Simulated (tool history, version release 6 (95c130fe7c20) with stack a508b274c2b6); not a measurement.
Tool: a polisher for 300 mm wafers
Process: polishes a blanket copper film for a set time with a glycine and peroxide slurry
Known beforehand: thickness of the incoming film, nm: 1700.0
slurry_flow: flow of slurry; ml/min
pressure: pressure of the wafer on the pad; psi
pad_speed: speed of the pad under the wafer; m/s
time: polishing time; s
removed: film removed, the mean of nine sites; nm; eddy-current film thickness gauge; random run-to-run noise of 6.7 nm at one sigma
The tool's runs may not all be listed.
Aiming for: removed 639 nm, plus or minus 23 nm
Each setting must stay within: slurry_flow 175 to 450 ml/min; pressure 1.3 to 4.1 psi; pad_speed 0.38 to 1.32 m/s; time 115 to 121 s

Run 1, hour 0: slurry_flow 290 ml/min, pressure 2.7 psi, pad_speed 0.84 m/s, time 115 s. Result: removed 542.99 nm.
Run 2, hour 1.4: slurry_flow 290 ml/min, pressure 2.9 psi, pad_speed 0.84 m/s, time 115 s. Result: removed 574.44 nm.
Run 3, hour 8.7: slurry_flow 290 ml/min, pressure 2.9 psi, pad_speed 1.06 m/s, time 115 s. Result: removed 682.84 nm.
Run 4, hour 12.6: slurry_flow 290 ml/min, pressure 3.2 psi, pad_speed 1.06 m/s, time 115 s. Result: removed 740.35 nm.
Run 5, hour 19.1: slurry_flow 290 ml/min, pressure 3.2 psi, pad_speed 1.06 m/s, time 115 s. Result: removed 756.08 nm.
Run 6, hour 21.4: slurry_flow 290 ml/min, pressure 3.1 psi, pad_speed 1.06 m/s, time 115 s. Result: removed 727.6 nm.
Run 7, hour 26.3: slurry_flow 290 ml/min, pressure 3 psi, pad_speed 1.06 m/s, time 115 s. Result: removed 706.31 nm.
Run 8, hour 27.7: slurry_flow 290 ml/min, pressure 2.9 psi, pad_speed 1.06 m/s, time 115 s. Result: removed 696.82 nm.
Run 9, hour 32: slurry_flow 290 ml/min, pressure 2.8 psi, pad_speed 1.06 m/s, time 115 s. Result: removed 667.14 nm.

5 next moves are on the table. One of them brings every result within its allowed miss. Which?
Run A, hour 36.3: slurry_flow 250 ml/min, pressure 2.7 psi, pad_speed 1.1 m/s, time 121 s. Result: removed ?.
Run B, hour 36.3: slurry_flow 290 ml/min, pressure 3.1 psi, pad_speed 0.98 m/s, time 118 s. Result: removed ?.
Run C, hour 36.3: slurry_flow 295 ml/min, pressure 2.6 psi, pad_speed 1.2 m/s, time 118 s. Result: removed ?.
Run D, hour 36.3: slurry_flow 250 ml/min, pressure 3 psi, pad_speed 1.04 m/s, time 118 s. Result: removed ?.
Run E, hour 36.3: slurry_flow 290 ml/min, pressure 2.6 psi, pad_speed 1.08 m/s, time 115 s. Result: removed ?.

move  removed
   A   699.53
   B   701.45
   C   722.65
   D   708.37
   E   644.13
A: further off than the last run
B: further off than the last run
C: further off than the last run
D: further off than the last run
E: every result within its allowed miss
Go with E: it meets all targets.
